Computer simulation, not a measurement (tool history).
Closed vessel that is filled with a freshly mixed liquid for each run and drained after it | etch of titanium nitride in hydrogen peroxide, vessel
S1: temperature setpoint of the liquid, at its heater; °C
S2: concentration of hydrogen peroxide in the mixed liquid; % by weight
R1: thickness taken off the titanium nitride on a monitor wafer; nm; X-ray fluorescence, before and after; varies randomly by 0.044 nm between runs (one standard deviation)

{"run": 1, "hour": 0.0, "S1": 45, "S2": 21, "time in the liquid (s)": 245, "R1": 4.2787}
{"run": 2, "hour": 6.9, "S1": 45, "S2": 21, "time in the liquid (s)": 185, "R1": 3.3246}
{"run": 3, "hour": 10.3, "S1": 45, "S2": 21, "time in the liquid (s)": 245, "R1": 4.3845}
{"run": 4, "hour": 16.0, "S1": 45, "S2": 16.5, "time in the liquid (s)": 245, "R1": 4.1116}
{"run": 5, "hour": 21.2, "S1": 45, "S2": 18, "time in the liquid (s)": 245, "R1": 4.1548}
{"run": 6, "hour": 25.4, "S1": 45, "S2": 16, "time in the liquid (s)": 245, "R1": 4.1309}
{"run": 7, "hour": 26.8, "S1": 45, "S2": 16, "time in the liquid (s)": 245, "R1": 4.0286}

Estimate the outcome of run 8 from the log above:
{"run": 8, "hour": 32.7, "S1": 46.5, "S2": 16, "time in the liquid (s)": 245, "R1": "?"}

R1: 4.5535 nm
